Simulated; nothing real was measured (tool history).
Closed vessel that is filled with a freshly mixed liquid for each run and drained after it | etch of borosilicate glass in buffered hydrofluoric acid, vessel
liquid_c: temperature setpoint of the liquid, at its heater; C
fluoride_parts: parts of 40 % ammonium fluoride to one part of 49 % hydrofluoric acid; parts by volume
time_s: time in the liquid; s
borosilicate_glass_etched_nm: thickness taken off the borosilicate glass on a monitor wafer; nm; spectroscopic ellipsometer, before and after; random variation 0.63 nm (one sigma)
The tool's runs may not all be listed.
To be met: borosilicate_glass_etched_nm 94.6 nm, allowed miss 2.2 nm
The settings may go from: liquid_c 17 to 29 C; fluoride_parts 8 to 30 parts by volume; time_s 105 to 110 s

{"run": 1, "hour": 0.0, "liquid_c": 21, "fluoride_parts": 21.5, "time_s": 105, "borosilicate_glass_etched_nm": 59.429}
{"run": 2, "hour": 5.3, "liquid_c": 22, "fluoride_parts": 21.5, "time_s": 105, "borosilicate_glass_etched_nm": 62.585}
{"run": 3, "hour": 7.3, "liquid_c": 22, "fluoride_parts": 26.5, "time_s": 105, "borosilicate_glass_etched_nm": 54.487}
{"run": 4, "hour": 8.5, "liquid_c": 24.5, "fluoride_parts": 26.5, "time_s": 105, "borosilicate_glass_etched_nm": 62.174}
{"run": 5, "hour": 17.6, "liquid_c": 25, "fluoride_parts": 25.5, "time_s": 105, "borosilicate_glass_etched_nm": 64.982}
{"run": 6, "hour": 26.7, "liquid_c": 25.5, "fluoride_parts": 24.5, "time_s": 105, "borosilicate_glass_etched_nm": 69.554}
{"run": 7, "hour": 27.7, "liquid_c": 26, "fluoride_parts": 24, "time_s": 105, "borosilicate_glass_etched_nm": 72.11}
{"run": 8, "hour": 32.6, "liquid_c": 26.5, "fluoride_parts": 23.5, "time_s": 105, "borosilicate_glass_etched_nm": 74.97}
{"run": 9, "hour": 39.8, "liquid_c": 26.5, "fluoride_parts": 23.5, "time_s": 105, "borosilicate_glass_etched_nm": 74.609}
{"run": 10, "hour": 44.1, "liquid_c": 27, "fluoride_parts": 23, "time_s": 105, "borosilicate_glass_etched_nm": 79}
{"run": 11, "hour": 47.0, "liquid_c": 27.5, "fluoride_parts": 22.5, "time_s": 105, "borosilicate_glass_etched_nm": 81.353}
{"run": 12, "hour": 48.1, "liquid_c": 27.5, "fluoride_parts": 22, "time_s": 105, "borosilicate_glass_etched_nm": 83.536}
{"run": 13, "hour": 55.1, "liquid_c": 28.5, "fluoride_parts": 21, "time_s": 105, "borosilicate_glass_etched_nm": 89.91}
{"run": 14, "hour": 63.2, "liquid_c": 28.5, "fluoride_parts": 21, "time_s": 105, "borosilicate_glass_etched_nm": 89.373}

Which of these 4 next moves meets every target?
{"run": "A", "hour": 71.3, "liquid_c": 29, "fluoride_parts": 27, "time_s": 110, "borosilicate_glass_etched_nm": "?"}
{"run": "B", "hour": 71.3, "liquid_c": 27, "fluoride_parts": 19, "time_s": 105, "borosilicate_glass_etched_nm": "?"}
{"run": "C", "hour": 71.3, "liquid_c": 29, "fluoride_parts": 22, "time_s": 110, "borosilicate_glass_etched_nm": "?"}
{"run": "D", "hour": 71.3, "liquid_c": 27.5, "fluoride_parts": 20.5, "time_s": 110, "borosilicate_glass_etched_nm": "?"}

move=A borosilicate_glass_etched_nm=81.821
move=B borosilicate_glass_etched_nm=90.92
move=C borosilicate_glass_etched_nm=94.194
move=D borosilicate_glass_etched_nm=91.388
A: further off than the last run
B: nearer than the last run, and not there yet
C: meets every target
D: nearer than the last run, and not there yet
The right move is C.
